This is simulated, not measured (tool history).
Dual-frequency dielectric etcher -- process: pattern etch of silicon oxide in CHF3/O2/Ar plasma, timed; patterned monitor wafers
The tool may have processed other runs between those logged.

run,hour,source power (kW),bias power (kW),etch time (s),mean etch depth across the wafer (angstrom)
1,0,0.58,0.142,559,9899.4
2,6.2,0.58,0.117,559,9358.1
3,9.7,0.62,0.12,559.5,9744.8
4,12.8,0.65,0.121,559.5,10018
5,21.8,0.67,0.122,559.5,10172
6,28.6,0.67,0.134,559.5,10455
7,37.2,0.68,0.134,559.5,10575
8,40,0.69,0.134,559.5,10718
9,45.5,0.7,0.134,559.5,10729
10,47.1,0.71,0.134,559.5,10824

What does the tool deliver on the next run?
11,54,0.72,0.134,559.5,?

{"run 11": {"mean etch depth across the wafer (angstrom)": 10876}}

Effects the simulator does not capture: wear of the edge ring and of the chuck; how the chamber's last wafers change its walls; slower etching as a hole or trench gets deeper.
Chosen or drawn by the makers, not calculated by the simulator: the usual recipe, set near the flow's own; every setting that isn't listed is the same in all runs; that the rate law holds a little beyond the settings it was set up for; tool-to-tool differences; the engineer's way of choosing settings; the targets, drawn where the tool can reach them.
